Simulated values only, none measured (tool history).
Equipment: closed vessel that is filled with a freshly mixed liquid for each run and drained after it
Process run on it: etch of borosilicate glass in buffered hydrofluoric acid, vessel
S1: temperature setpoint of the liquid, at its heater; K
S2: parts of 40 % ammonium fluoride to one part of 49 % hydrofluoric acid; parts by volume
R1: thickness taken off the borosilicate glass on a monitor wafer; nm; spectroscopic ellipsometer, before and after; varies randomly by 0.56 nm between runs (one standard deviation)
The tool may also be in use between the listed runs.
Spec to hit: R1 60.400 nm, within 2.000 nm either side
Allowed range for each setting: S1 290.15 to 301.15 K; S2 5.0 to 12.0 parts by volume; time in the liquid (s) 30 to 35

{"run": 1, "hour": 0.0, "S1": 293.15, "S2": 7.0, "time in the liquid (s)": 35, "R1": 43.954}
{"run": 2, "hour": 2.8, "S1": 293.65, "S2": 7.0, "time in the liquid (s)": 35, "R1": 45.15}
{"run": 3, "hour": 5.3, "S1": 293.65, "S2": 6.0, "time in the liquid (s)": 35, "R1": 52.9}
{"run": 4, "hour": 12.1, "S1": 293.65, "S2": 6.0, "time in the liquid (s)": 35, "R1": 52.527}
{"run": 5, "hour": 20.3, "S1": 293.65, "S2": 7.0, "time in the liquid (s)": 35, "R1": 45.75}
{"run": 6, "hour": 27.1, "S1": 295.15, "S2": 7.0, "time in the liquid (s)": 35, "R1": 48.685}
{"run": 7, "hour": 29.2, "S1": 295.65, "S2": 7.0, "time in the liquid (s)": 35, "R1": 50.168}
{"run": 8, "hour": 37.1, "S1": 296.15, "S2": 7.0, "time in the liquid (s)": 35, "R1": 52.603}
{"run": 9, "hour": 39.3, "S1": 297.65, "S2": 7.0, "time in the liquid (s)": 35, "R1": 56.736}
{"run": 10, "hour": 44.7, "S1": 298.15, "S2": 7.0, "time in the liquid (s)": 35, "R1": 57.956}

Which of these 4 next moves meets every target?
{"run": "A", "hour": 50.1, "S1": 299.15, "S2": 6.5, "time in the liquid (s)": 30, "R1": "?"}
{"run": "B", "hour": 50.1, "S1": 296.65, "S2": 6.5, "time in the liquid (s)": 35, "R1": "?"}
{"run": "C", "hour": 50.1, "S1": 297.65, "S2": 6.0, "time in the liquid (s)": 30, "R1": "?"}
{"run": "D", "hour": 50.1, "S1": 300.65, "S2": 6.5, "time in the liquid (s)": 30, "R1": "?"}

move=A R1=55.872
move=B R1=57.108
move=C R1=55.468
move=D R1=60.431
A: further off than the last run
B: further off than the last run
C: further off than the last run
D: in spec on every target
The move that meets every target is D.

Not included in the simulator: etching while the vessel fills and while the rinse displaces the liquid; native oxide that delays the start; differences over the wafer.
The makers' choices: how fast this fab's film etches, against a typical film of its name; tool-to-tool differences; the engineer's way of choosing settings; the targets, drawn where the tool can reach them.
